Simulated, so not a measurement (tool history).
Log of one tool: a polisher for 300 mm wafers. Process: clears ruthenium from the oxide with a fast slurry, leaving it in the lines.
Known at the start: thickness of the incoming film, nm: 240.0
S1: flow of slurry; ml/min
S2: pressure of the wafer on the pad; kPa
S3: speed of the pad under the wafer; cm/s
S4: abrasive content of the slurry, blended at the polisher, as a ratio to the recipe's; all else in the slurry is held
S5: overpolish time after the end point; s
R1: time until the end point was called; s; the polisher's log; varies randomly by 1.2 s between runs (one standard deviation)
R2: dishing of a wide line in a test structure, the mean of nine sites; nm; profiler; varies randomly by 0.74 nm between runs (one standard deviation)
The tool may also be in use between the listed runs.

| run | day | S1 | S2 | S3 | S4 | S5 | R1 | R2 |
|---|---|---|---|---|---|---|---|---|
| 1 | 0 | 170 | 17.2 | 96 | 1 | 22 | 81.964 | 51.574 |
| 2 | 0.325 | 170 | 13.8 | 96 | 1 | 22 | 99.456 | 44.819 |
| 3 | 0.696 | 170 | 13.8 | 96 | 1 | 14 | 102.89 | 28.971 |
| 4 | 1.008 | 170 | 14.5 | 96 | 1 | 14 | 94.877 | 30.437 |
| 5 | 1.296 | 170 | 15.2 | 96 | 1 | 14 | 90.978 | 32.069 |
| 6 | 1.446 | 170 | 15.9 | 96 | 1 | 14 | 88.556 | 34.76 |

What will run 7 give?
| 7 | 1.717 | 170 | 16.5 | 96 | 1 | 14 | ? | ? |

R1: 85.009 s
R2: 35.336 nm
